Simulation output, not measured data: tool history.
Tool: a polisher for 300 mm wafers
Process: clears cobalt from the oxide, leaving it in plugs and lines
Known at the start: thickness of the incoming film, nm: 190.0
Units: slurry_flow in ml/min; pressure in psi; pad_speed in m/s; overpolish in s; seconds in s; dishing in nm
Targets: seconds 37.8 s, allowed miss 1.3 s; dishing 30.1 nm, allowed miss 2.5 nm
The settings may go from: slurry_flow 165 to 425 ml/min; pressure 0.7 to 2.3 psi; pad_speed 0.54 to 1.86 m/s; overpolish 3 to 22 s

run 1 hour=0 | slurry_flow=275 pressure=1.5 pad_speed=1.18 overpolish=11 | seconds=54.528 dishing=31.075
run 2 hour=2.8 | slurry_flow=275 pressure=1.5 pad_speed=1.04 overpolish=11 | seconds=58.725 dishing=29.879
run 3 hour=6.1 | slurry_flow=275 pressure=1.8 pad_speed=1.04 overpolish=11 | seconds=49.96 dishing=32.988
run 4 hour=9.5 | slurry_flow=275 pressure=1.8 pad_speed=0.92 overpolish=11 | seconds=54.861 dishing=31.951
run 5 hour=17.3 | slurry_flow=220 pressure=1.8 pad_speed=0.92 overpolish=11 | seconds=56.838 dishing=29.158
run 6 hour=23 | slurry_flow=250 pressure=2 pad_speed=0.94 overpolish=9 | seconds=50.047 dishing=29.054
run 7 hour=27.8 | slurry_flow=270 pressure=2.1 pad_speed=0.98 overpolish=8 | seconds=45.52 dishing=29.125
run 8 hour=29.1 | slurry_flow=285 pressure=2.2 pad_speed=1 overpolish=7 | seconds=43.01 dishing=26.826
run 9 hour=31.3 | slurry_flow=285 pressure=2.3 pad_speed=1.1 overpolish=8 | seconds=37.091 dishing=34.026

4 next moves are on the table. One of them brings every result within its allowed miss. Which?
run A hour=33.5 | slurry_flow=300 pressure=2 pad_speed=1.24 overpolish=7 | seconds=? dishing=?
run B hour=33.5 | slurry_flow=240 pressure=2.2 pad_speed=1.2 overpolish=10 | seconds=? dishing=?
run C hour=33.5 | slurry_flow=260 pressure=2 pad_speed=1.14 overpolish=8 | seconds=? dishing=?
run D hour=33.5 | slurry_flow=270 pressure=2.2 pad_speed=1.02 overpolish=11 | seconds=? dishing=?

move=A seconds=38.196 dishing=31.368
move=B seconds=36.742 dishing=40.058
move=C seconds=41.81 dishing=32.303
move=D seconds=41.882 dishing=39.299
A: meets every target
B: further off than the last run
C: brings the result that was furthest off to its target, and leaves another outside
D: further off than the last run
Answer: A
